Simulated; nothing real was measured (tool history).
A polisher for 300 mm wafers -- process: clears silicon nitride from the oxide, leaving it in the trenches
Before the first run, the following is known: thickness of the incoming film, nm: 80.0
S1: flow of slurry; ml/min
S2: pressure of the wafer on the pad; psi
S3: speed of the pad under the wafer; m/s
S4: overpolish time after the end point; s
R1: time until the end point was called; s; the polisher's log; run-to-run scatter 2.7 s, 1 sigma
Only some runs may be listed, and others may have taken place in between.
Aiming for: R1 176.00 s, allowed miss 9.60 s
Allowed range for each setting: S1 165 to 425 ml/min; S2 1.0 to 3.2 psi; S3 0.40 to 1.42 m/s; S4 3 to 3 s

run    day   S1   S2    S3  S4      R1
  1  0.000  275  2.1  0.90   3  116.87
  2  0.362  275  1.9  0.90   3  127.88
  3  0.638  275  2.3  0.90   3  108.65
  4  0.833  275  2.3  0.80   3  117.97
  5  1.079  275  2.3  0.80   3  122.25
  6  1.446  275  2.1  0.80   3  130.72
  7  1.783  275  2.0  0.80   3  135.89
  8  1.892  275  1.9  0.80   3  139.68
  9  2.258  275  1.8  0.80   3  146.89
 10  2.442  275  1.7  0.80   3  159.32
 11  2.621  275  1.6  0.80   3  165.20

Below are 4 possible settings for the next run. Only one of them brings all results inside the allowed miss of their targets. Which is it?
  A  2.800  365  1.9  0.78   3   ?
  B  2.800  280  1.6  0.86   3   ?
  C  2.800  325  1.7  0.84   3   ?
  D  2.800  320  1.5  0.78   3   ?

move      R1
   A  143.58
   B  160.18
   C  152.31
   D  178.95
A: moves away from the targets compared with the last run
B: moves away from the targets compared with the last run
C: moves away from the targets compared with the last run
D: hits every target within its allowed miss
D is the move that brings every result within its allowed miss.
